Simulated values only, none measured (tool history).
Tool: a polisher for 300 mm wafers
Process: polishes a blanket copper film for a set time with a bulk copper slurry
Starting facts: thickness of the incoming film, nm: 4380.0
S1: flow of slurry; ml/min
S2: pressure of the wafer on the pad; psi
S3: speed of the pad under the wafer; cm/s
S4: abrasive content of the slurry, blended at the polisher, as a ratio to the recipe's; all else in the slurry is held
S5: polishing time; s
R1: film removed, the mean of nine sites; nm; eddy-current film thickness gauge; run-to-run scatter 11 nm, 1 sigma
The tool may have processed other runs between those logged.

run  hour   S1   S2   S3  S4   S5      R1
  1     0  250  3.2  120   1  121    1510
  2   2.8  250  2.9  120   1  121  1339.9
  3   5.8  250  2.9  120   1  127  1375.6
  4  11.1  215  2.9  120   1  127  1386.8
  5  12.9  215  3.4  120   1  127  1590.7
  6  16.4  215  3.1  118   1  127  1469.3
  7  23.3  215  2.8  116   1  127  1268.2
  8  27.9  215  2.6  116   1  127    1217

Forecast run 9:
  9  28.9  215  2.4  116   1  127   ?

For run 9 the tool returned R1 1082.3 nm.
